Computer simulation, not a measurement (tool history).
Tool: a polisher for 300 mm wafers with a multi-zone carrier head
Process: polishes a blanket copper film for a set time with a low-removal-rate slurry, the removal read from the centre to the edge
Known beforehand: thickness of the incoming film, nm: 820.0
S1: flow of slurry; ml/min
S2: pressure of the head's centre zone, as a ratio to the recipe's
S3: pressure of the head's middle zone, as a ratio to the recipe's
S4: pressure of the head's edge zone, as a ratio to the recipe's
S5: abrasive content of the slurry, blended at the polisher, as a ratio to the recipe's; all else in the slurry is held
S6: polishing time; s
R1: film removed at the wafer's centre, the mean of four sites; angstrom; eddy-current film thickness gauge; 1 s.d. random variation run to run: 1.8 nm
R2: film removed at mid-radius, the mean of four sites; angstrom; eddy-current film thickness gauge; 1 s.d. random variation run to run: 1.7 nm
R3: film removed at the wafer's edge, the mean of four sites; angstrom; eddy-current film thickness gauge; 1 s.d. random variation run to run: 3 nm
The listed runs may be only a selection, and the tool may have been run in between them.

run 1 hour=0.0 | S1=290 S2=1.00 S3=1.00 S4=1.00 S5=1.00 S6=66 | R1=2224.8 R2=2158.4 R3=2258.3
run 2 hour=2.8 | S1=295 S2=1.01 S3=1.00 S4=1.03 S5=1.10 S6=67 | R1=2337.7 R2=2272.4 R3=2406.8
run 3 hour=10.6 | S1=305 S2=1.03 S3=0.99 S4=1.06 S5=1.15 S6=67 | R1=2449.6 R2=2282.1 R3=2562.4
run 4 hour=14.2 | S1=335 S2=1.03 S3=0.99 S4=1.06 S5=1.15 S6=67 | R1=2467.2 R2=2326.6 R3=2506.9
run 5 hour=19.4 | S1=335 S2=1.03 S3=0.92 S4=1.06 S5=1.15 S6=67 | R1=2459.3 R2=2197.1 R3=2527.7
run 6 hour=25.2 | S1=330 S2=1.05 S3=0.94 S4=1.08 S5=1.20 S6=67 | R1=2545.5 R2=2244.5 R3=2586.6
run 7 hour=33.2 | S1=330 S2=1.06 S3=0.95 S4=1.10 S5=1.25 S6=67 | R1=2590.3 R2=2285.5 R3=2577.3
run 8 hour=40.9 | S1=330 S2=1.06 S3=0.94 S4=1.11 S5=1.30 S6=68 | R1=2656.2 R2=2359.6 R3=2690.9
run 9 hour=47.9 | S1=330 S2=1.06 S3=0.94 S4=1.12 S5=1.35 S6=68 | R1=2694.9 R2=2359.8 R3=2773.6
run 10 hour=51.9 | S1=335 S2=1.06 S3=0.94 S4=1.13 S5=1.40 S6=68 | R1=2708.8 R2=2405.8 R3=2820.5
run 11 hour=52.7 | S1=345 S2=1.07 S3=0.94 S4=1.14 S5=1.40 S6=68 | R1=2770.3 R2=2409.1 R3=2839.1
run 12 hour=56.0 | S1=355 S2=1.07 S3=0.94 S4=1.15 S5=1.40 S6=68 | R1=2735.7 R2=2382.9 R3=2795.8
run 13 hour=57.3 | S1=350 S2=1.07 S3=0.94 S4=1.16 S5=1.40 S6=68 | R1=2788.4 R2=2379.2 R3=2888.7
-- hour=61.8 edge zone pressure recalibrated
run 14 hour=61.8 | S1=350 S2=1.07 S3=0.95 S4=1.16 S5=1.40 S6=68 | R1=2769.8 R2=2423.4 R3=2769.7
run 15 hour=67.2 | S1=345 S2=1.07 S3=0.95 S4=1.16 S5=1.40 S6=68 | R1=2741.9 R2=2417.2 R3=2763.6

Forecast run 16:
run 16 hour=70.9 | S1=350 S2=1.07 S3=0.95 S4=1.15 S5=1.40 S6=68 | R1=? R2=? R3=?

{"run 16": {"R1": 2753.3, "R2": 2430.7, "R3": 2749.7}}
